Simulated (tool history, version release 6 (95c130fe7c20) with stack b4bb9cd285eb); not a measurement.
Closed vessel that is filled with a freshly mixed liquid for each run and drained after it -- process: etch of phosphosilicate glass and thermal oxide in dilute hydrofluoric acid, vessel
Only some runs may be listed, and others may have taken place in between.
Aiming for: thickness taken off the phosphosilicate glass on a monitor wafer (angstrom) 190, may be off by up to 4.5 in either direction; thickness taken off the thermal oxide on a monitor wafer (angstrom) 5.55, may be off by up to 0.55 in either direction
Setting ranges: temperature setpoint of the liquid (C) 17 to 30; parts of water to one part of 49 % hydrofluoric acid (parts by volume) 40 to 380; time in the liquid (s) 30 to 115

run	hour	temperature setpoint of the liquid (C)	parts of water to one part of 49 % hydrofluoric acid (parts by volume)	time in the liquid (s)	thickness taken off the phosphosilicate glass on a monitor wafer (angstrom)	thickness taken off the thermal oxide on a monitor wafer (angstrom)
1	0	22	210	60	377.13	11.022
2	5.5	25	210	60	425.01	12.964
3	6.8	26.5	210	60	446.2	13.071
4	15.2	26.5	155	60	640.7	19.299
5	23.8	24	195	60	447.51	13.421
6	26.6	24	195	80	592.35	17.255
7	30.5	20	280	80	329.48	9.6105
8	36	19	305	80	282.75	8.5127
9	38.9	18.5	325	80	256.38	7.3242
10	47.6	18	340	80	239.2	7.0082
11	51.9	17.5	350	80	226.29	6.3578
12	57.4	17.5	360	80	216.44	6.6035
13	61.9	17.5	365	80	216.8	6.3206

Consider the 4 candidate settings below. Which is the only one whose results all fall within their allowed miss of target?
A	66.4	21	380	90	?	?
B	66.4	17	380	80	?	?
C	66.4	17	355	70	?	?
D	66.4	30	380	60	?	?

move	thickness taken off the phosphosilicate glass on a monitor wafer (angstrom)	thickness taken off the thermal oxide on a monitor wafer (angstrom)
A	257.35	7.2578
B	198.47	5.5973
C	189.62	5.3476
D	229.97	6.4856
A: moves away from the targets compared with the last run
B: better than the last run, though not everything is in spec
C: every result within its allowed miss
D: moves away from the targets compared with the last run
C is the move that brings every result within its allowed miss.

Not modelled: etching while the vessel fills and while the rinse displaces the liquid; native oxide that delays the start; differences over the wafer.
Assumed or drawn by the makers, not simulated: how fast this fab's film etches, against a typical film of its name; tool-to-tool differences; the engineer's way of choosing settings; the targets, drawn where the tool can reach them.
